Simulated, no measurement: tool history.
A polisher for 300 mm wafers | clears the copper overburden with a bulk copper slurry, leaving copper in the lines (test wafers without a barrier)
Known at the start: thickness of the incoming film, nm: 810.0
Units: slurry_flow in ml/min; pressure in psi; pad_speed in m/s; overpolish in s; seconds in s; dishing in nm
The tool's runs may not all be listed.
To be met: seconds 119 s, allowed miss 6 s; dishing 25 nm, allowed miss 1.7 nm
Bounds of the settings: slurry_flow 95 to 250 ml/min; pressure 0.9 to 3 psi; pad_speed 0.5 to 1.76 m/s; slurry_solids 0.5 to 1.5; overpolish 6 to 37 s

Run 1, hour 0: slurry_flow 160 ml/min, pressure 1.9 psi, pad_speed 1.12 m/s, slurry_solids 1, overpolish 19 s. Result: seconds 92.099 s, dishing 73.91 nm.
Run 2, hour 2.8: slurry_flow 160 ml/min, pressure 1.6 psi, pad_speed 1.16 m/s, slurry_solids 1, overpolish 15 s. Result: seconds 102.34 s, dishing 58.569 nm.
Run 3, hour 5.5: slurry_flow 155 ml/min, pressure 1.4 psi, pad_speed 1.2 m/s, slurry_solids 0.95, overpolish 13 s. Result: seconds 107.35 s, dishing 48.435 nm.
Run 4, hour 12.8: slurry_flow 155 ml/min, pressure 1.7 psi, pad_speed 1.2 m/s, slurry_solids 0.95, overpolish 13 s. Result: seconds 95.008 s, dishing 53.566 nm.
Run 5, hour 13.8: slurry_flow 140 ml/min, pressure 1.5 psi, pad_speed 1.28 m/s, slurry_solids 0.85, overpolish 11 s. Result: seconds 102.29 s, dishing 46.197 nm.
Run 6, hour 22: slurry_flow 140 ml/min, pressure 1.5 psi, pad_speed 1.28 m/s, slurry_solids 1, overpolish 11 s. Result: seconds 98.017 s, dishing 48.72 nm.
Run 7, hour 24.3: slurry_flow 130 ml/min, pressure 1.3 psi, pad_speed 1.34 m/s, slurry_solids 0.85, overpolish 10 s. Result: seconds 107.54 s, dishing 40.884 nm.
Run 8, hour 28.6: slurry_flow 120 ml/min, pressure 1.2 psi, pad_speed 1.4 m/s, slurry_solids 0.75, overpolish 9 s. Result: seconds 112.64 s, dishing 36.432 nm.
Run 9, hour 32.6: slurry_flow 95 ml/min, pressure 0.9 psi, pad_speed 1.64 m/s, slurry_solids 0.5, overpolish 6 s. Result: seconds 130.98 s, dishing 22.559 nm.
Run 10, hour 39.4: slurry_flow 100 ml/min, pressure 0.9 psi, pad_speed 1.64 m/s, slurry_solids 0.5, overpolish 6 s. Result: seconds 123.06 s, dishing 22.556 nm.

5 next moves are on the table. One of them brings every result within its allowed miss. Which?
Run A, hour 46.2: slurry_flow 130 ml/min, pressure 1 psi, pad_speed 1.36 m/s, slurry_solids 0.5, overpolish 6 s. Result: seconds ?, dishing ?.
Run B, hour 46.2: slurry_flow 100 ml/min, pressure 0.9 psi, pad_speed 1.56 m/s, slurry_solids 0.5, overpolish 6 s. Result: seconds ?, dishing ?.
Run C, hour 46.2: slurry_flow 95 ml/min, pressure 0.9 psi, pad_speed 1.5 m/s, slurry_solids 0.6, overpolish 6 s. Result: seconds ?, dishing ?.
Run D, hour 46.2: slurry_flow 135 ml/min, pressure 0.9 psi, pad_speed 1.42 m/s, slurry_solids 0.5, overpolish 6 s. Result: seconds ?, dishing ?.
Run E, hour 46.2: slurry_flow 95 ml/min, pressure 1.1 psi, pad_speed 1.64 m/s, slurry_solids 0.5, overpolish 6 s. Result: seconds ?, dishing ?.

move  seconds  dishing
   A   133.85   21.683
   B   132.35   21.837
   C   134.94   21.469
   D   134.26   21.564
   E    115.4   24.746
A: further off than the last run
B: further off than the last run
C: further off than the last run
D: further off than the last run
E: meets every target
Answer: E
